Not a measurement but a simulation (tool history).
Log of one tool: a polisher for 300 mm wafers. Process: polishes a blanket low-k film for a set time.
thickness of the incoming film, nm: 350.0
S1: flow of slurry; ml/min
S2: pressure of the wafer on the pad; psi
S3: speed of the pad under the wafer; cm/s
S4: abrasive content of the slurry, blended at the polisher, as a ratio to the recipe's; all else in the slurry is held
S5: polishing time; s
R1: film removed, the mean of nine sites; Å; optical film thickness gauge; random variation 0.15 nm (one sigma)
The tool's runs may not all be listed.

Run 1, hour 0: S1 130 ml/min, S2 1.5 psi, S3 82 cm/s, S4 1, S5 85 s. Result: R1 253.97 Å.
Run 2, hour 8.9: S1 125 ml/min, S2 1.5 psi, S3 82 cm/s, S4 1, S5 85 s. Result: R1 249.61 Å.
Run 3, hour 11.8: S1 125 ml/min, S2 1.5 psi, S3 82 cm/s, S4 1.2, S5 85 s. Result: R1 262.93 Å.
Run 4, hour 12.6: S1 120 ml/min, S2 1.4 psi, S3 82 cm/s, S4 1.2, S5 85 s. Result: R1 245.86 Å.
Run 5, hour 15.2: S1 120 ml/min, S2 1.4 psi, S3 82 cm/s, S4 1.2, S5 89 s. Result: R1 259.32 Å.
Run 6, hour 23.5: S1 145 ml/min, S2 1.4 psi, S3 82 cm/s, S4 1.2, S5 89 s. Result: R1 267.08 Å.
Run 7, hour 24.9: S1 145 ml/min, S2 1.3 psi, S3 82 cm/s, S4 1.2, S5 89 s. Result: R1 251.23 Å.
Run 8, hour 30.9: S1 140 ml/min, S2 1.3 psi, S3 82 cm/s, S4 1.2, S5 89 s. Result: R1 248.18 Å.

Forecast run 9:
Run 9, hour 33.6: S1 130 ml/min, S2 1.1 psi, S3 82 cm/s, S4 1.2, S5 89 s. Result: R1 ?.

R1: 206.78 Å
